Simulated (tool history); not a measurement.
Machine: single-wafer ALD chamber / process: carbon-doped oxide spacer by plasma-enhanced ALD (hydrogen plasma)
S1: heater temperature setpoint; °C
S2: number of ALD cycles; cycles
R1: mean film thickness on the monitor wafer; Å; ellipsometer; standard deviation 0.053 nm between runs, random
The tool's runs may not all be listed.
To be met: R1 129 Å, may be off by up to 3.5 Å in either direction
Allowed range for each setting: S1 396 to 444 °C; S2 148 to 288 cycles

run,day,S1,S2,R1
1,0,420,218,110.23
2,0.183,412,218,114.72
3,0.4,409,224,118.19
4,0.496,407,230,122.16
5,0.738,407,251,133.75
6,1.038,407,226,120.47
7,1.125,407,226,119.38
8,1.375,406,231,122.61
9,1.625,405,234,124.42

Exercise: of the 5 proposed moves below, exactly one satisfies all targets within the stated allowed misses. Which move is it?
A,1.875,430,241,?
B,1.875,413,226,?
C,1.875,410,225,?
D,1.875,402,241,?
E,1.875,404,220,?

move,R1
A,119.11
B,118.34
C,118.98
D,129.3
E,118.03
A: moves away from the targets compared with the last run
B: moves away from the targets compared with the last run
C: moves away from the targets compared with the last run
D: each result inside its tolerance
E: moves away from the targets compared with the last run
Correct choice: D, which meets every target
